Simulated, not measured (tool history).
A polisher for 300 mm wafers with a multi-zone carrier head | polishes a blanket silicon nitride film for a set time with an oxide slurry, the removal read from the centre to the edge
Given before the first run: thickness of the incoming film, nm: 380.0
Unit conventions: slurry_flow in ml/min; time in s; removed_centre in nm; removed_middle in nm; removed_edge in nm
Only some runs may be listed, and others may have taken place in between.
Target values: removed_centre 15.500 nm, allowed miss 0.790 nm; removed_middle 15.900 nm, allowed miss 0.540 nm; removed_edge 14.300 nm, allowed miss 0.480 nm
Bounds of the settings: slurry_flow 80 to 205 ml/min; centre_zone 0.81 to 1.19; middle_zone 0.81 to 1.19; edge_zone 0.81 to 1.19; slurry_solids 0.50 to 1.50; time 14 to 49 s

run    day  slurry_flow  centre_zone  middle_zone  edge_zone  slurry_solids  time  removed_centre  removed_middle  removed_edge
  1  0.000          135         1.00         1.00       1.00           1.00    31          11.034          11.158        11.250
  2  0.046          135         1.00         1.00       1.00           1.10    31          11.218          11.567        11.735
  3  0.121          110         1.00         1.00       1.00           1.10    31          11.230          11.141        11.121
  4  0.183          110         1.00         1.00       1.00           1.10    37          13.097          13.133        13.602
  5  0.350          110         1.00         1.06       1.00           1.10    37          12.957          13.914        13.609
  6  0.588          110         1.00         1.06       1.00           0.90    37          11.765          12.905        12.642
  7  0.796          125         1.04         1.08       0.99           0.90    37          12.569          13.334        12.601
  8  1.033          125         1.04         1.08       0.99           0.90    37          12.970          13.638        12.634
  9  1.312          140         1.05         1.09       1.00           0.90    37          13.769          14.083        13.069
 10  1.438          175         1.05         1.15       1.03           0.90    37          14.225          15.015        13.319
 11  1.567          180         1.05         1.15       1.04           0.90    37          13.972          15.311        13.576

Exactly one of the 4 candidate moves below puts every result within its allowed miss. Which one?
  A  1.696          150         1.10         1.14       1.03           0.80    42               ?               ?             ?
  B  1.696          170         1.07         1.03       0.98           1.00    39               ?               ?             ?
  C  1.696          175         0.96         1.02       1.16           0.95    40               ?               ?             ?
  D  1.696          170         1.01         1.02       1.02           1.15    38               ?               ?             ?

move  removed_centre  removed_middle  removed_edge
   A          15.383          15.989        14.184
   B          15.512          15.141        14.240
   C          14.208          15.176        15.632
   D          15.096          15.407        14.893
A: all results in spec
B: brings the last run's worst result on target, with another outside its allowed miss
C: the biggest miss grows against the last run
D: brings the last run's worst result on target, with another outside its allowed miss
The move that meets every target is A.

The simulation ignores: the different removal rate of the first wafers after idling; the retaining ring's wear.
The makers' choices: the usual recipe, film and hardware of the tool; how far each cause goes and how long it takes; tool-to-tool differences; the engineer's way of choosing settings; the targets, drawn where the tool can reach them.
